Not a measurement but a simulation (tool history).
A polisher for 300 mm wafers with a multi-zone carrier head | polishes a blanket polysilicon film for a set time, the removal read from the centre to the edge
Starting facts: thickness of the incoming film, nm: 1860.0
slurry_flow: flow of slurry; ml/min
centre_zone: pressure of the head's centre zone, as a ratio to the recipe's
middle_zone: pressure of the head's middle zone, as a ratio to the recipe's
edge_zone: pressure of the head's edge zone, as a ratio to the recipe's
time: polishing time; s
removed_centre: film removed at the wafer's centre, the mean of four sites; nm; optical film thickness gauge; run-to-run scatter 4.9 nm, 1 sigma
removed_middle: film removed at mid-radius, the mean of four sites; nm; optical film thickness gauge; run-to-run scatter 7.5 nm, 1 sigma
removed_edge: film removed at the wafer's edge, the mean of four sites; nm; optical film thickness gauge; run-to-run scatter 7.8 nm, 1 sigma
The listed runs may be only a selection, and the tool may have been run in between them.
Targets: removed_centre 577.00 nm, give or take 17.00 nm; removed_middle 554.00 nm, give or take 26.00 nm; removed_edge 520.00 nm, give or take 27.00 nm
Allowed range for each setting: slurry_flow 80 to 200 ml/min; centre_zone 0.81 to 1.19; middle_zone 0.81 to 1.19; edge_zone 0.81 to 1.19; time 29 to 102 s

Run 1, hour 0.0: slurry_flow 130 ml/min, centre_zone 1.00, middle_zone 1.00, edge_zone 1.00, time 65 s. Result: removed_centre 715.73 nm, removed_middle 711.85 nm, removed_edge 706.21 nm.
Run 2, hour 2.1: slurry_flow 125 ml/min, centre_zone 1.00, middle_zone 0.99, edge_zone 0.96, time 62 s. Result: removed_centre 684.37 nm, removed_middle 659.61 nm, removed_edge 651.20 nm.
Run 3, hour 2.8: slurry_flow 125 ml/min, centre_zone 1.00, middle_zone 0.99, edge_zone 1.03, time 62 s. Result: removed_centre 686.79 nm, removed_middle 681.98 nm, removed_edge 686.35 nm.
Run 4, hour 11.8: slurry_flow 125 ml/min, centre_zone 0.96, middle_zone 0.99, edge_zone 1.03, time 62 s. Result: removed_centre 657.33 nm, removed_middle 673.01 nm, removed_edge 663.57 nm.
Run 5, hour 19.6: slurry_flow 125 ml/min, centre_zone 0.95, middle_zone 0.98, edge_zone 0.97, time 61 s. Result: removed_centre 637.97 nm, removed_middle 673.60 nm, removed_edge 638.74 nm.
Run 6, hour 26.1: slurry_flow 120 ml/min, centre_zone 0.96, middle_zone 0.97, edge_zone 0.94, time 59 s. Result: removed_centre 623.90 nm, removed_middle 618.75 nm, removed_edge 613.67 nm.
Run 7, hour 30.7: slurry_flow 120 ml/min, centre_zone 0.97, middle_zone 0.98, edge_zone 0.91, time 57 s. Result: removed_centre 605.98 nm, removed_middle 605.48 nm, removed_edge 581.59 nm.
Run 8, hour 32.0: slurry_flow 115 ml/min, centre_zone 0.98, middle_zone 0.98, edge_zone 0.89, time 56 s. Result: removed_centre 590.91 nm, removed_middle 581.43 nm, removed_edge 558.85 nm.
Run 9, hour 40.2: slurry_flow 110 ml/min, centre_zone 0.99, middle_zone 0.98, edge_zone 0.87, time 56 s. Result: removed_centre 582.07 nm, removed_middle 589.13 nm, removed_edge 553.47 nm.

5 next moves are on the table. One of them brings every result within its allowed miss. Which?
Run A, hour 48.4: slurry_flow 95 ml/min, centre_zone 0.95, middle_zone 1.10, edge_zone 0.81, time 58 s. Result: removed_centre ?, removed_middle ?, removed_edge ?.
Run B, hour 48.4: slurry_flow 95 ml/min, centre_zone 0.96, middle_zone 0.99, edge_zone 0.85, time 56 s. Result: removed_centre ?, removed_middle ?, removed_edge ?.
Run C, hour 48.4: slurry_flow 145 ml/min, centre_zone 1.13, middle_zone 1.07, edge_zone 0.81, time 47 s. Result: removed_centre ?, removed_middle ?, removed_edge ?.
Run D, hour 48.4: slurry_flow 95 ml/min, centre_zone 0.94, middle_zone 1.01, edge_zone 0.90, time 61 s. Result: removed_centre ?, removed_middle ?, removed_edge ?.
Run E, hour 48.4: slurry_flow 90 ml/min, centre_zone 1.06, middle_zone 1.01, edge_zone 0.86, time 55 s. Result: removed_centre ?, removed_middle ?, removed_edge ?.

move  removed_centre  removed_middle  removed_edge
   A          553.44          648.36        538.84
   B          539.26          579.25        532.10
   C          593.39          569.83        468.94
   D          576.03          640.23        594.69
   E          570.42          567.60        519.54
A: moves away from the targets compared with the last run
B: brings the result that was furthest off to its target, and leaves another outside
C: brings the result that was furthest off to its target, and leaves another outside
D: moves away from the targets compared with the last run
E: all results in spec
The move that meets every target is E.

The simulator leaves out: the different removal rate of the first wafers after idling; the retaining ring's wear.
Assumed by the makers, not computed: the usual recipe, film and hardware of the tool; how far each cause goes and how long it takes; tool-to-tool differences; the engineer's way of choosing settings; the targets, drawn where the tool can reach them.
